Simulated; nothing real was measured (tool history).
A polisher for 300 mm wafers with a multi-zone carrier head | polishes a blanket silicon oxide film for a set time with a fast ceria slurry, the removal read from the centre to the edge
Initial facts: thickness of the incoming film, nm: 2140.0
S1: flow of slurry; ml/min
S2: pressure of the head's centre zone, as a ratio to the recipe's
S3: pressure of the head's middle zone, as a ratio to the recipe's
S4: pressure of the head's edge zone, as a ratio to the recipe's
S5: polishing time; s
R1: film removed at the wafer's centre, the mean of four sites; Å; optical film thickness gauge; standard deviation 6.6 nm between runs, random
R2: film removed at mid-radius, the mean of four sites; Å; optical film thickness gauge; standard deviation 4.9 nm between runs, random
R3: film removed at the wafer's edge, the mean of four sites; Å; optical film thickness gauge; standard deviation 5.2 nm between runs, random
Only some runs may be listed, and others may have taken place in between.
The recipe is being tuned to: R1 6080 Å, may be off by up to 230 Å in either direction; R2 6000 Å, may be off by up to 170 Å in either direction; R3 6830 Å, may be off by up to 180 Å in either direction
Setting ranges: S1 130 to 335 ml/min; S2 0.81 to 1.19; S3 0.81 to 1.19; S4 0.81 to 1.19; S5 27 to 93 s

Run 1, day 0: S1 215 ml/min, S2 1, S3 1, S4 1, S5 59 s. Result: R1 7069.5 Å, R2 7073.1 Å, R3 7145.8 Å.
Run 2, day 0.321: S1 240 ml/min, S2 1, S3 1, S4 1, S5 59 s. Result: R1 7119.1 Å, R2 7328.7 Å, R3 7193.4 Å.
Run 3, day 0.396: S1 230 ml/min, S2 0.99, S3 0.99, S4 1, S5 59 s. Result: R1 6990.6 Å, R2 7169.4 Å, R3 7134.2 Å.
Run 4, day 0.658: S1 230 ml/min, S2 0.99, S3 0.99, S4 0.92, S5 59 s. Result: R1 6934 Å, R2 7191.5 Å, R3 6932.7 Å.
Run 5, day 0.871: S1 230 ml/min, S2 0.93, S3 0.99, S4 0.92, S5 59 s. Result: R1 6539.7 Å, R2 7111.4 Å, R3 6894.9 Å.
Run 6, day 0.983: S1 220 ml/min, S2 0.93, S3 0.98, S4 0.92, S5 59 s. Result: R1 6553.4 Å, R2 7135 Å, R3 6852.7 Å.
Run 7, day 1.038: S1 215 ml/min, S2 0.92, S3 0.96, S4 0.93, S5 59 s. Result: R1 6475.6 Å, R2 6924.8 Å, R3 6896.2 Å.
Run 8, day 1.396: S1 210 ml/min, S2 0.91, S3 0.95, S4 0.93, S5 59 s. Result: R1 6379.7 Å, R2 6832.7 Å, R3 7005.2 Å.
Run 9, day 1.467: S1 205 ml/min, S2 0.91, S3 0.94, S4 0.93, S5 59 s. Result: R1 6429.7 Å, R2 6808 Å, R3 6889.6 Å.
Run 10, day 1.833: S1 200 ml/min, S2 0.9, S3 0.93, S4 0.93, S5 59 s. Result: R1 6244.3 Å, R2 6642.6 Å, R3 6854 Å.
Run 11, day 2.117: S1 195 ml/min, S2 0.9, S3 0.92, S4 0.93, S5 59 s. Result: R1 6300 Å, R2 6618 Å, R3 6761.8 Å.
Run 12, day 2.396: S1 190 ml/min, S2 0.9, S3 0.91, S4 0.94, S5 59 s. Result: R1 6237 Å, R2 6542.2 Å, R3 6767.1 Å.

Which of these 5 next moves meets every target?
Run A, day 2.675: S1 205 ml/min, S2 0.88, S3 0.99, S4 0.91, S5 59 s. Result: R1 ?, R2 ?, R3 ?.
Run B, day 2.675: S1 225 ml/min, S2 0.91, S3 1.05, S4 0.85, S5 61 s. Result: R1 ?, R2 ?, R3 ?.
Run C, day 2.675: S1 200 ml/min, S2 0.94, S3 0.89, S4 1.04, S5 55 s. Result: R1 ?, R2 ?, R3 ?.
Run D, day 2.675: S1 205 ml/min, S2 0.88, S3 1.01, S4 0.91, S5 61 s. Result: R1 ?, R2 ?, R3 ?.
Run E, day 2.675: S1 175 ml/min, S2 0.88, S3 0.92, S4 0.86, S5 61 s. Result: R1 ?, R2 ?, R3 ?.

move      R1      R2      R3
   A  6152.2  7064.5  6803.4
   B  6652.3  7749.6  6862.4
   C  6107.6  6006.2  6754.8
   D  6361.7  7428.3  7032.2
   E  6237.1  6752.9  6775.6
A: moves away from the targets compared with the last run
B: moves away from the targets compared with the last run
C: meets every target
D: moves away from the targets compared with the last run
E: moves away from the targets compared with the last run
Correct choice: C, which meets every target

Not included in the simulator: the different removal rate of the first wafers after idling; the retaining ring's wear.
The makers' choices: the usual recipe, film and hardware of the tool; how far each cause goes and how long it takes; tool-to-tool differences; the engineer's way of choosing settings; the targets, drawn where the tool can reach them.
